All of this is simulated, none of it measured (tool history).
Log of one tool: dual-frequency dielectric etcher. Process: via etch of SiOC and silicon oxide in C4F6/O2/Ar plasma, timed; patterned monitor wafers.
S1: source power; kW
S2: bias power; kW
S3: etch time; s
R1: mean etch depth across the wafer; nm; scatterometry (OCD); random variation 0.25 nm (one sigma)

run 1 hour=0.0 | S1=0.260 S2=0.192 S3=116 | R1=99.969
run 2 hour=5.8 | S1=0.240 S2=0.185 S3=116 | R1=95.135
run 3 hour=14.6 | S1=0.220 S2=0.182 S3=116 | R1=91.650
run 4 hour=19.5 | S1=0.220 S2=0.182 S3=121 | R1=95.878
run 5 hour=25.7 | S1=0.210 S2=0.178 S3=121 | R1=93.085
run 6 hour=26.4 | S1=0.180 S2=0.178 S3=121 | R1=88.797
run 7 hour=27.6 | S1=0.180 S2=0.177 S3=121 | R1=88.175
run 8 hour=35.6 | S1=0.180 S2=0.176 S3=121 | R1=87.663

Estimate the outcome of run 9 from the log above:
run 9 hour=42.0 | S1=0.180 S2=0.175 S3=121 | R1=?

{"run 9": {"R1": 87.389}}

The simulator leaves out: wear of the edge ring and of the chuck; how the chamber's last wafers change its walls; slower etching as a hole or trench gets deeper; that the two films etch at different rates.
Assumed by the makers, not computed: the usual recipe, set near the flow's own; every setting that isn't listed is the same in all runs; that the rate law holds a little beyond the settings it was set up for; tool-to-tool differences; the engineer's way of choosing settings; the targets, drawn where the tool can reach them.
